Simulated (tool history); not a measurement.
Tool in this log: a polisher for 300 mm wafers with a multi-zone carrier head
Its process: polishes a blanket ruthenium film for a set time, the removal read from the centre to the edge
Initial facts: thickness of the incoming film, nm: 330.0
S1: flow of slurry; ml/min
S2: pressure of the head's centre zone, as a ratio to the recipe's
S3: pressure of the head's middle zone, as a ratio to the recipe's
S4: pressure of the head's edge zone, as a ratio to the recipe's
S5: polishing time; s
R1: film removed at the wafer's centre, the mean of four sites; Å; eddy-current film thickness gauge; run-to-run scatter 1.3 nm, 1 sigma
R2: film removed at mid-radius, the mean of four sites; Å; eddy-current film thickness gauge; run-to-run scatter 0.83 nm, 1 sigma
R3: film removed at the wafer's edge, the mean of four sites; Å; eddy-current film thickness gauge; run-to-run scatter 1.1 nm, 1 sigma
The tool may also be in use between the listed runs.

run 1 day=0.000 | S1=290 S2=1.00 S3=1.00 S4=1.00 S5=49 | R1=679.50 R2=630.58 R3=643.16
run 2 day=0.296 | S1=290 S2=0.94 S3=1.00 S4=1.00 S5=49 | R1=641.78 R2=636.34 R3=645.87
run 3 day=0.367 | S1=290 S2=0.95 S3=1.00 S4=1.02 S5=51 | R1=665.13 R2=653.22 R3=695.85
run 4 day=0.721 | S1=290 S2=0.95 S3=1.00 S4=1.10 S5=51 | R1=659.95 R2=655.36 R3=704.33
run 5 day=1.062 | S1=290 S2=0.98 S3=1.00 S4=1.10 S5=51 | R1=688.56 R2=664.50 R3=716.57
run 6 day=1.125 | S1=290 S2=1.06 S3=1.00 S4=1.10 S5=51 | R1=708.79 R2=663.68 R3=717.44

What will run 7 give?
run 7 day=1.358 | S1=295 S2=1.07 S3=1.00 S4=1.10 S5=53 | R1=? R2=? R3=?

{"run 7": {"R1": 769.5, "R2": 690.97, "R3": 735.89}}

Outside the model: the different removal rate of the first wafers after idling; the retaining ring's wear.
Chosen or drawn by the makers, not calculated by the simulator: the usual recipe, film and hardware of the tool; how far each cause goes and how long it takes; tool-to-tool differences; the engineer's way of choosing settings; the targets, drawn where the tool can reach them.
